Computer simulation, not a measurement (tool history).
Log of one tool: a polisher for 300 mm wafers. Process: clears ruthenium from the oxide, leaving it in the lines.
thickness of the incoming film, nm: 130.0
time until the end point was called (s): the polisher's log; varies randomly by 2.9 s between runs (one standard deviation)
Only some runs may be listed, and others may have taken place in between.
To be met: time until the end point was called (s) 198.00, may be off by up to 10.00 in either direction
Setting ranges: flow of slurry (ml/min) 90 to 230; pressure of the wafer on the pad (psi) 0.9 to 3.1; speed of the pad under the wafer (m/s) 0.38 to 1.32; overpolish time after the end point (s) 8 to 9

run,hour,flow of slurry (ml/min),pressure of the wafer on the pad (psi),speed of the pad under the wafer (m/s),overpolish time after the end point (s),time until the end point was called (s)
1,0.0,150,2.0,0.84,9,149.11
2,8.0,180,2.0,0.84,9,143.77
3,10.9,180,2.5,0.84,9,118.66
4,12.1,180,2.5,0.84,9,117.39
5,12.7,180,2.5,0.92,9,108.58
6,20.1,180,2.3,0.90,9,124.15
7,22.0,175,1.7,0.86,9,167.53
8,28.3,175,1.6,0.86,9,184.93

Exactly one of the 5 candidate moves below puts every result within its allowed miss. Which one?
A,34.6,120,1.5,0.82,9,?
B,34.6,200,1.6,0.62,9,?
C,34.6,165,1.3,1.08,9,?
D,34.6,195,1.6,0.86,9,?
E,34.6,135,1.7,0.76,9,?

move,time until the end point was called (s)
A,212.96
B,229.41
C,181.04
D,175.88
E,196.00
A: takes the biggest miss from the last run beyond its target
B: takes the biggest miss from the last run beyond its target
C: moves away from the targets compared with the last run
D: moves away from the targets compared with the last run
E: each result inside its tolerance
So the answer is move E, the one that meets all the targets.

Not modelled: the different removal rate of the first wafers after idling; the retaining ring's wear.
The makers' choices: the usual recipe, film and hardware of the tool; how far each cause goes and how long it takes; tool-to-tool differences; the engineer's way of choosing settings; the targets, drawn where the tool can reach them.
